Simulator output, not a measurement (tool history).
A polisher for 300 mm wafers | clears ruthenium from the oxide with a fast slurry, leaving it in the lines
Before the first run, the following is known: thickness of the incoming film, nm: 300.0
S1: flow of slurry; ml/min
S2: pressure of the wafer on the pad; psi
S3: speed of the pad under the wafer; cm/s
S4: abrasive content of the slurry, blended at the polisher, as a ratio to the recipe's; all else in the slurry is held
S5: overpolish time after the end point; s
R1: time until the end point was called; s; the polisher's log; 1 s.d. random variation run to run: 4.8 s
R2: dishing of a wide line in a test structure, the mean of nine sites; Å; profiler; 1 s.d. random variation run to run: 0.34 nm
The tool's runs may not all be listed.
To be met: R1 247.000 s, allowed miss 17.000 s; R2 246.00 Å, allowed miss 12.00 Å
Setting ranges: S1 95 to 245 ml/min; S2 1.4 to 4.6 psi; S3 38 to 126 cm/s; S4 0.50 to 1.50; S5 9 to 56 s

run 1 day=0.000 | S1=155 S2=3.0 S3=82 S4=1.00 S5=29 | R1=87.007 R2=677.93
run 2 day=0.233 | S1=155 S2=2.7 S3=82 S4=1.00 S5=29 | R1=92.713 R2=620.88
run 3 day=0.575 | S1=150 S2=2.4 S3=72 S4=0.95 S5=28 | R1=126.380 R2=482.10
run 4 day=0.938 | S1=150 S2=2.2 S3=66 S4=0.95 S5=27 | R1=144.230 R2=403.58
run 5 day=1.033 | S1=150 S2=1.9 S3=66 S4=0.95 S5=27 | R1=167.560 R2=366.92
run 6 day=1.396 | S1=150 S2=2.2 S3=66 S4=0.95 S5=27 | R1=145.250 R2=398.61
run 7 day=1.425 | S1=150 S2=2.0 S3=62 S4=0.95 S5=27 | R1=170.950 R2=361.18
run 8 day=1.742 | S1=150 S2=1.9 S3=60 S4=0.95 S5=26 | R1=189.890 R2=329.46
run 9 day=1.850 | S1=150 S2=1.8 S3=58 S4=0.95 S5=25 | R1=197.850 R2=286.11
run 10 day=2.192 | S1=150 S2=1.7 S3=58 S4=0.95 S5=25 | R1=211.140 R2=277.72
run 11 day=2.517 | S1=150 S2=1.6 S3=58 S4=0.95 S5=25 | R1=227.420 R2=261.48

4 candidate next runs follow, results not yet known. Just one meets every target within its allowed miss. Identify it.
run A day=2.842 | S1=95 S2=1.4 S3=70 S4=1.45 S5=19 | R1=? R2=?
run B day=2.842 | S1=195 S2=1.7 S3=44 S4=1.05 S5=26 | R1=? R2=?
run C day=2.842 | S1=180 S2=1.4 S3=46 S4=0.95 S5=28 | R1=? R2=?
run D day=2.842 | S1=115 S2=1.4 S3=74 S4=1.05 S5=19 | R1=? R2=?

move=A R1=202.140 R2=216.01
move=B R1=250.510 R2=236.77
move=C R1=302.840 R2=212.72
move=D R1=202.650 R2=215.50
A: carries the result that was furthest off beyond its target, to the other side
B: hits every target within its allowed miss
C: carries the result that was furthest off beyond its target, to the other side
D: carries the result that was furthest off beyond its target, to the other side
So the answer is move B, the one that meets all the targets.
